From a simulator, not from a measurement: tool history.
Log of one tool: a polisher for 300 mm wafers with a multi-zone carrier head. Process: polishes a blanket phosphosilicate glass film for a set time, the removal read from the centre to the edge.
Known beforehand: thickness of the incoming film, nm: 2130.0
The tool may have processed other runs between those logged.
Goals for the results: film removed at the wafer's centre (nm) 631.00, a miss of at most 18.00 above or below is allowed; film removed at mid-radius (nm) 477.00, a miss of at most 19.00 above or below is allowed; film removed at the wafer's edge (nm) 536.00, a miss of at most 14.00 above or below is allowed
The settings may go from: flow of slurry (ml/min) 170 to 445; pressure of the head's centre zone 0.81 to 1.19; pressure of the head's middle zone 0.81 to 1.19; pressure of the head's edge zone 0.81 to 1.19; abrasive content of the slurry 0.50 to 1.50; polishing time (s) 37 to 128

run    day  flow of slurry (ml/min)  pressure of the head's centre zone  pressure of the head's middle zone  pressure of the head's edge zone  abrasive content of the slurry  polishing time (s)  film removed at the wafer's centre (nm)  film removed at mid-radius (nm)  film removed at the wafer's edge (nm)
  1  0.000                      285                                1.00                                1.00                              1.00                            1.00                  82                                   491.16                           496.83                                 509.92
  2  0.196                      300                                1.05                                0.98                              1.01                            1.00                  82                                   523.43                           497.99                                 520.19
  3  0.279                      300                                1.05                                0.98                              0.97                            1.00                  82                                   523.48                           492.36                                 508.80
  4  0.442                      300                                0.97                                0.98                              0.97                            1.00                  82                                   486.36                           492.99                                 507.18
  5  0.633                      300                                0.97                                1.07                              0.97                            1.00                  82                                   482.92                           531.16                                 506.62
  6  0.717                      320                                1.03                                1.02                              0.98                            1.00                  82                                   517.34                           519.00                                 517.68
  7  0.762                      375                                1.13                                0.92                              0.94                            1.05                  82                                   588.39                           500.62                                 516.73
  8  0.988                      375                                1.15                                0.90                              0.95                            1.05                  82                                   601.60                           480.08                                 522.87
  9  1.354                      380                                1.16                                0.90                              0.96                            1.05                  82                                   608.88                           482.20                                 525.74

Next run, 5 choices. One meets every target within its allowed miss, the rest don't. Which?
  A  1.721                      385                                1.08                                0.95                              0.96                            1.05                  88                                        ?                                ?                                      ?
  B  1.721                      445                                1.19                                0.99                              0.90                            1.20                  78                                        ?                                ?                                      ?
  C  1.721                      365                                1.16                                0.93                              1.02                            1.20                  83                                        ?                                ?                                      ?
  D  1.721                      405                                1.12                                1.00                              0.91                            1.00                  82                                        ?                                ?                                      ?
  E  1.721                      290                                1.16                                0.84                              0.90                            1.10                  88                                        ?                                ?                                      ?

move  film removed at the wafer's centre (nm)  film removed at mid-radius (nm)  film removed at the wafer's edge (nm)
   A                                   603.41                           539.08                                 565.76
   B                                   623.18                           521.48                                 511.17
   C                                   631.57                           515.97                                 568.78
   D                                   578.62                           519.73                                 508.61
   E                                   632.45                           476.94                                 543.50
A: misses by more than the last run did
B: corrects the largest miss of the last run, while another result sits out of spec
C: corrects the largest miss of the last run, while another result sits out of spec
D: misses by more than the last run did
E: every result within its allowed miss
So the answer is move E, the one that meets all the targets.
